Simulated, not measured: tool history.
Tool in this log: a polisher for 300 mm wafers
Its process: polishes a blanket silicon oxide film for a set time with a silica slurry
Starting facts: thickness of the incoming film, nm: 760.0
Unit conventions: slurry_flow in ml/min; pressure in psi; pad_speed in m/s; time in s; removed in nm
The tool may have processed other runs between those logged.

| run | hour | slurry_flow | pressure | pad_speed | slurry_solids | time | removed |
|---|---|---|---|---|---|---|---|
| 1 | 0 | 210 | 4.8 | 0.9 | 1 | 77 | 288.76 |
| 2 | 8.1 | 210 | 4.1 | 0.9 | 1 | 77 | 243.82 |
| 3 | 9.7 | 210 | 3.7 | 0.9 | 1 | 77 | 222.87 |
| 4 | 11.9 | 205 | 3.6 | 0.9 | 1 | 77 | 217.71 |
| 5 | 16 | 205 | 2.7 | 0.9 | 1 | 77 | 162.58 |
| 6 | 22.9 | 230 | 2.7 | 0.9 | 1 | 77 | 166.44 |
| 7 | 31.7 | 230 | 2.9 | 0.9 | 1 | 77 | 178.68 |
| 8 | 38.5 | 240 | 3 | 0.9 | 1 | 77 | 185.06 |
| 9 | 44.8 | 250 | 3.1 | 0.9 | 1 | 77 | 193.23 |
| 10 | 53.2 | 255 | 3.1 | 0.9 | 1 | 77 | 190.74 |
| 11 | 58 | 260 | 3.1 | 0.9 | 1 | 77 | 190.35 |
|  | 63.7 | head pressure recalibrated |
| 12 | 63.7 | 260 | 3.2 | 0.9 | 1 | 77 | 179.44 |
| 13 | 71 | 245 | 3.2 | 0.9 | 1 | 77 | 175.62 |
| 14 | 74.3 | 230 | 3.2 | 0.9 | 1 | 77 | 178.17 |

What will run 15 give?
| 15 | 80.2 | 230 | 3.3 | 0.9 | 1 | 77 | ? |

Run 15 produced removed 181.73 nm.
